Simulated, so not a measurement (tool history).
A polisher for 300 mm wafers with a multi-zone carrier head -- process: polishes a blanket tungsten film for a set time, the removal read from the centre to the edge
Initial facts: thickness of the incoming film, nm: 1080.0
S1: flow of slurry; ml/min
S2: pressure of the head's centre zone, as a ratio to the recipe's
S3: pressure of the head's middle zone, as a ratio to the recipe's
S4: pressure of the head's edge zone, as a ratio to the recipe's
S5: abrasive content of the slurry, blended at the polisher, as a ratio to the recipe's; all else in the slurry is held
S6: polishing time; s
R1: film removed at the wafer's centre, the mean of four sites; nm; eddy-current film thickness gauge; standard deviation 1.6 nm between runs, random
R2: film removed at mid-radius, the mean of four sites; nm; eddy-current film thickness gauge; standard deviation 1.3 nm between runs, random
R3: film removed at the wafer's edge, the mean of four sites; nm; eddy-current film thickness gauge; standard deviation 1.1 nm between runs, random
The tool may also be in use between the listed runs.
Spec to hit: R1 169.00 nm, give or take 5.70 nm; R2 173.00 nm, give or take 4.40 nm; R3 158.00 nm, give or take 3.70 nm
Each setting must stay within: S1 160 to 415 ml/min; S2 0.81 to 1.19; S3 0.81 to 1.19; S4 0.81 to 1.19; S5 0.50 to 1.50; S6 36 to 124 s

run	hour	S1	S2	S3	S4	S5	S6	R1	R2	R3
1	0.0	265	1.00	1.00	1.00	1.00	79	306.99	302.28	290.62
2	8.9	265	1.00	1.00	0.97	1.00	79	304.73	301.32	284.61
3	9.8	260	0.99	0.99	0.95	0.95	75	285.28	281.63	265.92
4	14.3	260	0.98	0.99	0.94	0.90	71	268.87	265.88	248.34
5	23.0	260	0.93	0.99	0.94	0.90	71	248.52	263.12	248.05
6	24.0	260	0.93	0.99	0.93	0.85	68	236.57	250.35	238.58
7	28.9	255	0.93	0.99	0.92	0.80	65	224.08	238.82	222.54
8	34.4	250	0.93	0.98	0.91	0.75	63	218.13	225.96	212.32
9	41.5	245	0.93	0.98	0.90	0.70	61	212.15	213.62	199.54
10	45.2	240	0.92	0.98	0.89	0.65	60	205.29	207.30	193.62
11	47.3	235	0.91	0.98	0.88	0.65	59	195.72	206.43	189.28
12	51.4	230	0.91	0.97	0.87	0.65	58	193.12	199.85	189.16
13	54.9	230	0.91	0.97	0.87	0.65	57	189.29	196.92	184.56
14	62.6	225	0.91	0.97	0.86	0.65	56	186.50	192.01	178.30
15	64.2	220	0.91	0.97	0.85	0.65	56	181.04	191.79	177.04
16	67.2	215	0.91	0.97	0.84	0.65	56	182.98	193.09	175.18
17	74.0	210	0.91	0.97	0.84	0.65	56	179.73	191.77	175.25

Exercise: of the 5 proposed moves below, exactly one satisfies all targets within the stated allowed misses. Which move is it?
A	80.8	215	0.89	0.95	0.81	0.65	54	?	?	?
B	80.8	295	0.98	0.94	0.82	0.50	48	?	?	?
C	80.8	190	0.93	0.97	0.82	0.85	49	?	?	?
D	80.8	220	0.97	1.00	0.81	0.65	49	?	?	?
E	80.8	170	0.86	1.00	0.86	0.70	50	?	?	?

move	R1	R2	R3
A	171.81	183.66	166.87
B	167.32	162.08	148.26
C	165.25	173.15	156.01
D	168.85	174.40	151.62
E	150.71	173.96	156.53
A: an improvement on the last run, though not all results are within tolerance
B: carries the result that was furthest off beyond its target, to the other side
C: in spec on every target
D: carries the result that was furthest off beyond its target, to the other side
E: corrects the largest miss of the last run, while another result sits out of spec
Go with C: it meets all targets.
